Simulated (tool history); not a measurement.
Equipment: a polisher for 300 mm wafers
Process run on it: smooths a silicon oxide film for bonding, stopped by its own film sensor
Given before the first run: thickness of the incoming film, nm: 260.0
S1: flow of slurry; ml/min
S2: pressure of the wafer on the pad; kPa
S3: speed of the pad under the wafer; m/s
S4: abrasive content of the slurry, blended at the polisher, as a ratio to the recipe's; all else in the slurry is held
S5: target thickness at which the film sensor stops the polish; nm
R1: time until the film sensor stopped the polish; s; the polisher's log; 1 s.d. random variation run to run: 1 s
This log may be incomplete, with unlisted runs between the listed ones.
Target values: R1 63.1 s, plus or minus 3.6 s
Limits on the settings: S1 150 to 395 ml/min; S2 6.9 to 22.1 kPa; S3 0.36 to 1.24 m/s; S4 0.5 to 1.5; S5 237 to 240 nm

run 1 hour=0 | S1=250 S2=14.5 S3=0.8 S4=1 S5=237 | R1=36.536
run 2 hour=2 | S1=250 S2=14.5 S3=0.8 S4=1 S5=237 | R1=36.844
run 3 hour=5.6 | S1=250 S2=13.1 S3=0.78 S4=1 S5=237 | R1=41.815
run 4 hour=9.9 | S1=225 S2=13.1 S3=0.78 S4=1 S5=237 | R1=41.493
run 5 hour=12.7 | S1=225 S2=12.4 S3=0.78 S4=1 S5=237 | R1=45.504
run 6 hour=17.1 | S1=225 S2=15.9 S3=0.78 S4=1 S5=237 | R1=34.093
run 7 hour=20.1 | S1=225 S2=11.7 S3=0.72 S4=1 S5=237 | R1=50.543
run 8 hour=20.7 | S1=225 S2=11 S3=0.72 S4=1 S5=237 | R1=51.258
run 9 hour=25.4 | S1=225 S2=7.6 S3=0.68 S4=1 S5=237 | R1=81.286
run 10 hour=28.9 | S1=225 S2=8.3 S3=0.68 S4=1 S5=237 | R1=73.505
run 11 hour=33 | S1=225 S2=9 S3=0.68 S4=1 S5=237 | R1=67.264

Exercise: of the 4 proposed moves below, exactly one satisfies all targets within the stated allowed misses. Which move is it?
run A hour=37.1 | S1=180 S2=9.7 S3=0.72 S4=1.15 S5=238 | R1=?
run B hour=37.1 | S1=300 S2=11.7 S3=0.54 S4=0.95 S5=237 | R1=?
run C hour=37.1 | S1=250 S2=9.7 S3=0.66 S4=1.05 S5=240 | R1=?
run D hour=37.1 | S1=215 S2=9.7 S3=0.76 S4=1.05 S5=238 | R1=?

move=A R1=57.001
move=B R1=62.643
move=C R1=55.187
move=D R1=55.215
A: carries the result that was furthest off beyond its target, to the other side
B: every result within its allowed miss
C: carries the result that was furthest off beyond its target, to the other side
D: carries the result that was furthest off beyond its target, to the other side
Move B is the one to make.

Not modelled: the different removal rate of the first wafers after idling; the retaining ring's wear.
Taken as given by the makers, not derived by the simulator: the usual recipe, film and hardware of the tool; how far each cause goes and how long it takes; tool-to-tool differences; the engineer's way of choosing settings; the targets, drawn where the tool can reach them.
